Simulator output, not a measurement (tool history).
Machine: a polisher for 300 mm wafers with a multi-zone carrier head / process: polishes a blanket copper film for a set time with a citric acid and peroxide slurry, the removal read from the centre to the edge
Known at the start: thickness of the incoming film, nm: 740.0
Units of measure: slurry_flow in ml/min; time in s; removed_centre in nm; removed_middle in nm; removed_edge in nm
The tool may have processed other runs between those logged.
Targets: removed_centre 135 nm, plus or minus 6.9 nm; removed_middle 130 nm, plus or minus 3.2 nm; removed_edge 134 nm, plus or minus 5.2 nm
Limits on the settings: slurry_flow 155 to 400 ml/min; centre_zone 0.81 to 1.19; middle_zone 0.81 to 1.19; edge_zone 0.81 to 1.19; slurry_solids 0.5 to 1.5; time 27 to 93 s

run  hour  slurry_flow  centre_zone  middle_zone  edge_zone  slurry_solids  time  removed_centre  removed_middle  removed_edge
  1     0          255            1            1          1              1    59          165.21          168.87        179.58
  2   6.4          255            1         1.07          1              1    59          162.27           176.7        180.01
  3  12.8          250            1         1.04       0.96           0.85    57          155.56          162.58        162.08
  4  15.8          250            1         1.04       0.96           0.85    65          177.44          185.36        187.82
  5  18.9          245         0.98            1       0.94           0.75    62          160.84          165.64        171.34
  6  25.4          245         0.98         0.92       0.94           0.75    62          159.34          155.78        173.24
  7  30.7          245         0.98         0.92       0.91            0.7    60          153.24           148.9        161.01
  8  33.5          245         0.98         0.92       0.89           0.65    59           147.5          143.99        155.81
  9  42.1          240         0.99         0.92       0.87            0.6    58          143.94          138.07        152.46
 10  44.3          260            1         0.94       0.85            0.6    56          144.73          137.79        144.32
 11  51.2          260            1         0.94       0.84           0.55    55          139.98          131.83        141.06
 12  54.7          260            1         0.95       0.83           0.55    55          135.18          133.45        139.79
 13  59.2          265         1.01         0.95       0.83           0.55    55           140.4          133.89         135.6
 14  60.9          260         1.01         0.95       0.83           0.55    55          139.39          133.26        137.76
 15  66.3          255         1.01         0.95       0.82           0.55    55           137.2          133.44        136.76

Which one of the following 4 next-run settings gets every result inside its allowed miss? There is exactly one.
  A  71.7          235         0.89            1       0.81            0.6    55               ?               ?             ?
  B  71.7          225         0.97         1.02       0.81           0.55    54               ?               ?             ?
  C  71.7          295         1.01         0.93       0.81           0.75    53               ?               ?             ?
  D  71.7          245            1         0.92       0.81           0.55    55               ?               ?             ?

move  removed_centre  removed_middle  removed_edge
   A          124.46          141.05        137.87
   B          130.25          137.64        132.53
   C          146.57          137.14        141.74
   D           138.5          130.05        136.36
A: moves away from the targets compared with the last run
B: moves away from the targets compared with the last run
C: moves away from the targets compared with the last run
D: hits every target within its allowed miss
Correct choice: D, which meets every target
